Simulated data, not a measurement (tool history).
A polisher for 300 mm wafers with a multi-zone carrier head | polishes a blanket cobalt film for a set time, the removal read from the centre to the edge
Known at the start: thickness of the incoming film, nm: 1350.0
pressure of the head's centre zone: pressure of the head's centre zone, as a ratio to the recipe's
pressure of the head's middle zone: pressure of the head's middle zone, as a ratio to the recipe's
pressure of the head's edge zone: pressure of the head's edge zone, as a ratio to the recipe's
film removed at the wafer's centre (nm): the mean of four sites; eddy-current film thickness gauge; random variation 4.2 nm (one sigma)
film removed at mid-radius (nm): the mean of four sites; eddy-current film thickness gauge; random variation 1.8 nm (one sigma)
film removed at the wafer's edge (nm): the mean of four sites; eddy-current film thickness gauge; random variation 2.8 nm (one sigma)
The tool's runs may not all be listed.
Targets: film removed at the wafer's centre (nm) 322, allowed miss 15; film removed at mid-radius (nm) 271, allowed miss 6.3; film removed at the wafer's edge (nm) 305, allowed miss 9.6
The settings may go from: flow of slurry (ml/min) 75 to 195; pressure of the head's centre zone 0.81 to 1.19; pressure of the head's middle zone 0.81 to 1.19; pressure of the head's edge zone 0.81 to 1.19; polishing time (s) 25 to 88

run	hour	flow of slurry (ml/min)	pressure of the head's centre zone	pressure of the head's middle zone	pressure of the head's edge zone	polishing time (s)	film removed at the wafer's centre (nm)	film removed at mid-radius (nm)	film removed at the wafer's edge (nm)
1	0	125	1	1	1	56	192.97	189.86	189.64
2	2	130	1.02	0.99	1.03	59	202.67	198.46	205.88
3	8.4	135	1.05	0.98	1.04	62	220.26	211.93	217.94
4	13.9	140	1.07	0.96	1.05	65	237.96	216.43	231.97
5	21.4	145	1.09	0.96	1.07	67	256.45	226.97	244.1
6	25.4	145	1.09	0.96	1.13	67	253.69	229.17	245.59
7	31.6	150	1.09	0.95	1.13	69	257.63	233.7	255.42
8	32.9	155	1.1	0.95	1.13	70	268.97	239.38	262.7
9	35.9	160	1.11	0.95	1.14	71	280.29	241.87	269.26
10	40	165	1.11	0.95	1.15	72	286.66	249.41	275.67
11	45.2	170	1.11	0.95	1.15	73	287.09	251.51	277.66
12	50.6	170	1.11	0.95	1.15	74	291.7	257.4	281.98
13	52.1	190	1.14	0.93	1.19	76	326.26	263.74	297.31

4 next moves are on the table. One of them brings every result within its allowed miss. Which?
A	53.6	145	1.19	0.98	1.18	76	?	?	?
B	53.6	160	1.16	0.95	1.19	79	?	?	?
C	53.6	190	1.07	0.84	1.19	77	?	?	?
D	53.6	195	1.14	0.95	1.17	74	?	?	?

move	film removed at the wafer's centre (nm)	film removed at mid-radius (nm)	film removed at the wafer's edge (nm)
A	316.16	260.39	284.3
B	328	268.92	300.95
C	306.31	243.84	300.12
D	313.83	260.45	286.66
A: further off than the last run
B: meets every target
C: further off than the last run
D: further off than the last run
The right move is B.
